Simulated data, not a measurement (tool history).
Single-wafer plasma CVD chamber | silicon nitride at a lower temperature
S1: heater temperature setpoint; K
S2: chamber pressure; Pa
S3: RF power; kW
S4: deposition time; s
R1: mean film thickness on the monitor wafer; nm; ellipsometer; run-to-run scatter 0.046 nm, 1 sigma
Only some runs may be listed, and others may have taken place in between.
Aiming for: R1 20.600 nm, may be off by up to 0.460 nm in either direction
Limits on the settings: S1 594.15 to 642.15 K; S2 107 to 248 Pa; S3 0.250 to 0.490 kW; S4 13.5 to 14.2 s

run	day	S1	S2	S3	S4	R1
1	0.000	618.15	177	0.370	14.2	18.166
2	0.125	618.15	177	0.345	14.2	17.238
3	0.188	618.15	192	0.360	14.2	18.410
4	0.492	618.15	204	0.365	14.2	18.959
5	0.692	618.15	191	0.365	14.2	18.478
6	1.050	618.15	203	0.370	14.2	18.998
7	1.421	618.15	212	0.375	14.2	19.525
8	1.458	618.15	219	0.375	14.2	19.798
9	1.638	618.15	223	0.375	14.2	19.972
10	1.838	618.15	227	0.375	14.2	20.057
11	1.912	618.15	229	0.375	14.2	20.238

5 next moves are on the table. One of them brings every result within its allowed miss. Which?
A	1.988	621.15	232	0.370	13.9	?
B	1.988	623.15	221	0.365	14.0	?
C	1.988	618.15	215	0.405	13.5	?
D	1.988	616.15	233	0.360	13.7	?
E	1.988	614.15	241	0.400	13.6	?

move	R1
A	19.498
B	19.122
C	19.637
D	18.925
E	20.455
A: the biggest miss grows against the last run
B: the biggest miss grows against the last run
C: the biggest miss grows against the last run
D: the biggest miss grows against the last run
E: each result inside its tolerance
The move that meets every target is E.

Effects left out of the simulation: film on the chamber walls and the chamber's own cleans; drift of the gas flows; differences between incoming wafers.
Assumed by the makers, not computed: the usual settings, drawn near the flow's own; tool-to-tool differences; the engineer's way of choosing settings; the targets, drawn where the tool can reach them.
